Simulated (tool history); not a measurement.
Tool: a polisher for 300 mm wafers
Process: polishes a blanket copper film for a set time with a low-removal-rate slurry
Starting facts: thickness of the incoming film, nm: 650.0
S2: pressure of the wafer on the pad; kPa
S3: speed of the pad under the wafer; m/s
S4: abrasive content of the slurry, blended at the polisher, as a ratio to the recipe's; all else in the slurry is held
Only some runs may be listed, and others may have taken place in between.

Run 1, hour 0: flow of slurry (ml/min) 150, S2 13.8 kPa, S3 0.92 m/s, S4 1, polishing time (s) 84. Result: film removed (nm) 138.35.
Run 2, hour 8.7: flow of slurry (ml/min) 150, S2 13.8 kPa, S3 0.92 m/s, S4 0.85, polishing time (s) 84. Result: film removed (nm) 133.1.
Run 3, hour 15.9: flow of slurry (ml/min) 150, S2 13.8 kPa, S3 0.92 m/s, S4 0.7, polishing time (s) 84. Result: film removed (nm) 123.86.
Run 4, hour 21.5: flow of slurry (ml/min) 155, S2 13.8 kPa, S3 0.92 m/s, S4 0.7, polishing time (s) 84. Result: film removed (nm) 126.19.
Run 5, hour 26.6: flow of slurry (ml/min) 160, S2 13.8 kPa, S3 0.92 m/s, S4 0.7, polishing time (s) 84. Result: film removed (nm) 126.21.
Run 6, hour 30.8: flow of slurry (ml/min) 160, S2 13.8 kPa, S3 0.7 m/s, S4 0.7, polishing time (s) 84. Result: film removed (nm) 101.07.
Run 7, hour 35.6: flow of slurry (ml/min) 160, S2 13.8 kPa, S3 0.7 m/s, S4 0.7, polishing time (s) 84. Result: film removed (nm) 101.77.
Run 8, hour 38.3: flow of slurry (ml/min) 185, S2 17.9 kPa, S3 0.72 m/s, S4 0.7, polishing time (s) 84. Result: film removed (nm) 127.37.
Run 9, hour 43.9: flow of slurry (ml/min) 185, S2 18.6 kPa, S3 0.72 m/s, S4 0.7, polishing time (s) 84. Result: film removed (nm) 131.66.
Run 10, hour 51.3: flow of slurry (ml/min) 185, S2 20 kPa, S3 0.74 m/s, S4 0.7, polishing time (s) 84. Result: film removed (nm) 143.74.

Run 11, settings as shown, results not yet in. Your forecast:
Run 11, hour 57.2: flow of slurry (ml/min) 200, S2 21.4 kPa, S3 0.74 m/s, S4 0.7, polishing time (s) 84. Result: film removed (nm) ?.

Run 11 measured film removed (nm) 149.67.

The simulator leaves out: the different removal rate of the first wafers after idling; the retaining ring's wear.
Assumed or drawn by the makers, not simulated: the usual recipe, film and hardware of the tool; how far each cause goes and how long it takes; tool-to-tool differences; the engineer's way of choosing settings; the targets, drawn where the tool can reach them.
